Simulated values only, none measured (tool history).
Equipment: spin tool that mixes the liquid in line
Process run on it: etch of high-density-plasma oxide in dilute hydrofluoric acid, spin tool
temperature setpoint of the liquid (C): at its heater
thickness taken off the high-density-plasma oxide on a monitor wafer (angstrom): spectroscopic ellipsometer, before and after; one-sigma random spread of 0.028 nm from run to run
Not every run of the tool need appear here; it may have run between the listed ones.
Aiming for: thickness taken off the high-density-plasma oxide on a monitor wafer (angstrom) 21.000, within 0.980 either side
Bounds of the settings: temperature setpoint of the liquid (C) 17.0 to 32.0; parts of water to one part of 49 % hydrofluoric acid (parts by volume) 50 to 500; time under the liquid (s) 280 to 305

run,hour,temperature setpoint of the liquid (C),parts of water to one part of 49 % hydrofluoric acid (parts by volume),time under the liquid (s),thickness taken off the high-density-plasma oxide on a monitor wafer (angstrom)
1,0.0,24.0,275,280,45.217
2,3.5,23.0,295,280,40.067
3,7.0,21.0,295,280,38.073
4,13.4,21.0,230,280,51.517
5,18.0,19.5,230,280,48.364
6,23.7,19.5,310,280,32.980
7,29.9,19.0,325,280,31.316
8,37.9,18.5,340,280,28.308
9,42.2,18.5,350,280,27.474
10,43.0,18.5,360,280,27.264
11,45.4,18.5,370,280,25.503

5 candidate next runs follow, results not yet known. Just one meets every target within its allowed miss. Identify it.
A,47.8,17.0,330,305,?
B,47.8,19.0,430,280,?
C,47.8,21.0,415,280,?
D,47.8,20.0,350,305,?
E,47.8,18.0,315,290,?

move,thickness taken off the high-density-plasma oxide on a monitor wafer (angstrom)
A,30.582
B,21.365
C,24.001
D,31.632
E,32.014
A: moves away from the targets compared with the last run
B: every result lands within tolerance
C: better than the last run, though not everything is in spec
D: moves away from the targets compared with the last run
E: moves away from the targets compared with the last run
Go with B: it meets all targets.
